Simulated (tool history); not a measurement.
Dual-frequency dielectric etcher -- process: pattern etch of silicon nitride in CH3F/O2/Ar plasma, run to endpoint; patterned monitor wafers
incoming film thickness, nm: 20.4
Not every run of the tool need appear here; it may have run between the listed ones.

run 1 hour=0.0 | source_power_(kW)=0.530 bias_power_(kW)=0.065 | endpoint_time_(s)=25.714
run 2 hour=6.3 | source_power_(kW)=0.530 bias_power_(kW)=0.069 | endpoint_time_(s)=25.906
run 3 hour=12.5 | source_power_(kW)=0.530 bias_power_(kW)=0.064 | endpoint_time_(s)=26.233
run 4 hour=15.4 | source_power_(kW)=0.480 bias_power_(kW)=0.064 | endpoint_time_(s)=27.218
run 5 hour=24.1 | source_power_(kW)=0.460 bias_power_(kW)=0.063 | endpoint_time_(s)=27.802
run 6 hour=26.0 | source_power_(kW)=0.460 bias_power_(kW)=0.067 | endpoint_time_(s)=27.106
run 7 hour=27.5 | source_power_(kW)=0.440 bias_power_(kW)=0.066 | endpoint_time_(s)=27.857

Run 8 comes next. What will it give?
run 8 hour=33.9 | source_power_(kW)=0.420 bias_power_(kW)=0.065 | endpoint_time_(s)=?

{"run 8": {"endpoint time (s)": 28.85}}
